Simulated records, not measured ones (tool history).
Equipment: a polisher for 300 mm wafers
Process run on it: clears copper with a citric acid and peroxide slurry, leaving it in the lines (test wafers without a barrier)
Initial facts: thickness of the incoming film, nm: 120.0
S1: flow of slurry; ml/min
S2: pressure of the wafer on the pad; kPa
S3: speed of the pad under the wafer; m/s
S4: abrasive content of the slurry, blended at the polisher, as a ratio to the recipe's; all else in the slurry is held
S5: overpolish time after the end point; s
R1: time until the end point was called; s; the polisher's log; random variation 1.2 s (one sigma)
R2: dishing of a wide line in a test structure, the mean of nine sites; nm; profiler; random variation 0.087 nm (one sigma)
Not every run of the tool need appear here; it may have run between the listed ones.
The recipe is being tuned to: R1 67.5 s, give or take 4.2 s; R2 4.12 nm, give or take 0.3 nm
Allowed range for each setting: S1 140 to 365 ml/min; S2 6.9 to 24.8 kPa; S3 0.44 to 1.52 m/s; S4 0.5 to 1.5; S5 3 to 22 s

run 1 day=0 | S1=235 S2=15.9 S3=0.98 S4=1 S5=11 | R1=103.2 R2=9.3552
run 2 day=0.192 | S1=235 S2=16.5 S3=1.02 S4=1 S5=8 | R1=94.403 R2=7.8068
run 3 day=0.562 | S1=235 S2=16.5 S3=1.02 S4=1 S5=5 | R1=92.318 R2=4.798
run 4 day=0.788 | S1=185 S2=16.5 S3=1.02 S4=1 S5=5 | R1=94.374 R2=5.018
run 5 day=0.962 | S1=185 S2=20 S3=1.02 S4=1 S5=5 | R1=78.709 R2=5.7182
-- day=1.033 worn pad replaced by a new one
run 6 day=1.033 | S1=185 S2=20 S3=0.82 S4=1 S5=5 | R1=86.166 R2=5.1981
run 7 day=1.088 | S1=170 S2=21.4 S3=0.72 S4=1.1 S5=4 | R1=93.507 R2=4.0089
run 8 day=1.271 | S1=160 S2=22.8 S3=0.8 S4=1.25 S5=4 | R1=76.119 R2=4.8385
run 9 day=1.412 | S1=155 S2=23.4 S3=0.76 S4=1.35 S5=4 | R1=76.816 R2=4.7542

Which one of the following 4 next-run settings gets every result inside its allowed miss? There is exactly one.
run A day=1.554 | S1=200 S2=24.1 S3=0.8 S4=1.5 S5=3 | R1=? R2=?
run B day=1.554 | S1=140 S2=24.8 S3=0.74 S4=1.15 S5=3 | R1=? R2=?
run C day=1.554 | S1=140 S2=22.8 S3=0.72 S4=1.15 S5=4 | R1=? R2=?
run D day=1.554 | S1=140 S2=22.8 S3=0.76 S4=1.3 S5=3 | R1=? R2=?

move=A R1=64.722 R2=4.1732
move=B R1=74.645 R2=3.6264
move=C R1=83.288 R2=4.3204
move=D R1=76.652 R2=3.5313
A: all results in spec
B: closer than the last run, but not yet in spec
C: its largest miss is bigger than the last run's
D: just as far off the targets as the last run
The move that meets every target is A.

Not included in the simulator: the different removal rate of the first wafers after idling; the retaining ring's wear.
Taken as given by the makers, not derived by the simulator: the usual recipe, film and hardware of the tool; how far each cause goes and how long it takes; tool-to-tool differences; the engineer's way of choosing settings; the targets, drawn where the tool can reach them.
